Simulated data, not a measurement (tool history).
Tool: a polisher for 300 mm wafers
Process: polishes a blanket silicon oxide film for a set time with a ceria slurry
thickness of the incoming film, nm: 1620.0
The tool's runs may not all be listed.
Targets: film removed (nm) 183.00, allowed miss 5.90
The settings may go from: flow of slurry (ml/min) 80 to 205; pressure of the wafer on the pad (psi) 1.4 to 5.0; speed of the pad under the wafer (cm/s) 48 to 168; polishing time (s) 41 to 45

run,hour,flow of slurry (ml/min),pressure of the wafer on the pad (psi),speed of the pad under the wafer (cm/s),polishing time (s),film removed (nm)
1,0.0,135,3.2,108,45,226.47
2,1.5,135,3.1,108,45,226.77
3,4.0,135,3.7,108,45,265.17
4,9.2,135,3.6,108,45,253.80
5,15.1,155,3.6,108,45,264.98
6,18.3,155,3.6,108,45,267.94
7,26.9,150,3.5,108,45,253.88
8,28.1,145,3.4,108,45,246.01
9,35.6,140,3.3,108,45,238.62
10,41.0,135,3.2,108,45,232.71
11,48.9,130,2.3,106,45,163.34

5 next moves are on the table. One of them brings every result within its allowed miss. Which?
A,56.8,160,2.5,118,43,?
B,56.8,125,2.4,90,44,?
C,56.8,120,2.3,122,45,?
D,56.8,115,2.2,108,42,?
E,56.8,175,1.9,100,44,?

move,film removed (nm)
A,191.78
B,138.59
C,181.19
D,142.65
E,130.79
A: takes the result that was furthest off past its target
B: further off than the last run
C: meets every target
D: further off than the last run
E: further off than the last run
Answer: C

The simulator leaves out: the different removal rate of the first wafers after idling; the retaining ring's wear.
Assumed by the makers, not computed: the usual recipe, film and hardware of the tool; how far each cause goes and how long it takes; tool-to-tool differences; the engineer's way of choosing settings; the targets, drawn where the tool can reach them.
